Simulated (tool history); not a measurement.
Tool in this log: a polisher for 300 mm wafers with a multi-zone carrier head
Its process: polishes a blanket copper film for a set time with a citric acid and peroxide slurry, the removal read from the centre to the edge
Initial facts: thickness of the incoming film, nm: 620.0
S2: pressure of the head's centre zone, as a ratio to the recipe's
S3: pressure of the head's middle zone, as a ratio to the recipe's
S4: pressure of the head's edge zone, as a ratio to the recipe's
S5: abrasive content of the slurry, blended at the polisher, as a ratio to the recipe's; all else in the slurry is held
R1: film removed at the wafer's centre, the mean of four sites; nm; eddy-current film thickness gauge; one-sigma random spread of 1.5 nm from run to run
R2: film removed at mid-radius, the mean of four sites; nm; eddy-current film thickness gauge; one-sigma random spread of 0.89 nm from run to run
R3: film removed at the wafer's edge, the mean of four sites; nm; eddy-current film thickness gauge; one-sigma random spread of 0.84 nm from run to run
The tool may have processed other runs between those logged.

{"run": 1, "hour": 0.0, "flow of slurry (ml/min)": 160, "S2": 1.0, "S3": 1.0, "S4": 1.0, "S5": 1.0, "polishing time (s)": 63, "R1": 136.53, "R2": 133.21, "R3": 127.09}
{"run": 2, "hour": 6.9, "flow of slurry (ml/min)": 155, "S2": 0.94, "S3": 1.04, "S4": 0.99, "S5": 1.0, "polishing time (s)": 63, "R1": 126.41, "R2": 138.1, "R3": 126.37}
{"run": 3, "hour": 10.0, "flow of slurry (ml/min)": 155, "S2": 0.94, "S3": 1.04, "S4": 0.92, "S5": 1.0, "polishing time (s)": 63, "R1": 133.01, "R2": 137.47, "R3": 121.63}
{"run": 4, "hour": 12.5, "flow of slurry (ml/min)": 150, "S2": 0.9, "S3": 1.07, "S4": 0.94, "S5": 1.0, "polishing time (s)": 63, "R1": 127.92, "R2": 138.64, "R3": 122.98}
{"run": 5, "hour": 19.0, "flow of slurry (ml/min)": 155, "S2": 0.87, "S3": 1.11, "S4": 0.97, "S5": 0.9, "polishing time (s)": 63, "R1": 118.8, "R2": 140.39, "R3": 119.26}
{"run": 6, "hour": 24.2, "flow of slurry (ml/min)": 170, "S2": 0.87, "S3": 1.11, "S4": 0.97, "S5": 0.9, "polishing time (s)": 63, "R1": 118.55, "R2": 141.46, "R3": 121.36}

For run 7, what comes out?
{"run": 7, "hour": 32.5, "flow of slurry (ml/min)": 175, "S2": 0.85, "S3": 1.12, "S4": 0.99, "S5": 0.9, "polishing time (s)": 63, "R1": "?", "R2": "?", "R3": "?"}

Run 7 gave R1 117.24 nm, R2 144.79 nm, R3 123.78 nm.
